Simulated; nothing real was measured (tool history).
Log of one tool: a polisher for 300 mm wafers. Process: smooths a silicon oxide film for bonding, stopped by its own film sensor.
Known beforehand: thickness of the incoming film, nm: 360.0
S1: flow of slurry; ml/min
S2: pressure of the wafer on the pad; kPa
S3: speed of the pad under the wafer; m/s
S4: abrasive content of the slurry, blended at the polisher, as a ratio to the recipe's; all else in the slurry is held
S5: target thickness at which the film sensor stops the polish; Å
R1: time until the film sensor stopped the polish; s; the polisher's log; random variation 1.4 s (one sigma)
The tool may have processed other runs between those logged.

{"run": 1, "hour": 0.0, "S1": 275, "S2": 18.6, "S3": 0.98, "S4": 1, "S5": 2660, "R1": 101.85}
{"run": 2, "hour": 4.7, "S1": 275, "S2": 18.6, "S3": 0.98, "S4": 0.8, "S5": 2660, "R1": 113.68}
{"run": 3, "hour": 12.0, "S1": 220, "S2": 18.6, "S3": 0.98, "S4": 0.8, "S5": 2660, "R1": 118.29}
{"run": 4, "hour": 20.5, "S1": 215, "S2": 17.2, "S3": 0.98, "S4": 0.8, "S5": 2660, "R1": 124.66}
{"run": 5, "hour": 29.2, "S1": 215, "S2": 15.9, "S3": 0.98, "S4": 0.8, "S5": 2660, "R1": 132.5}
{"run": 6, "hour": 32.4, "S1": 215, "S2": 15.9, "S3": 0.98, "S4": 0.8, "S5": 2660, "R1": 131.43}

Run 7 has not been measured yet. What should we expect?
{"run": 7, "hour": 34.4, "S1": 215, "S2": 15.2, "S3": 0.98, "S4": 0.8, "S5": 2660, "R1": "?"}

{"run 7": {"R1": 134.79}}
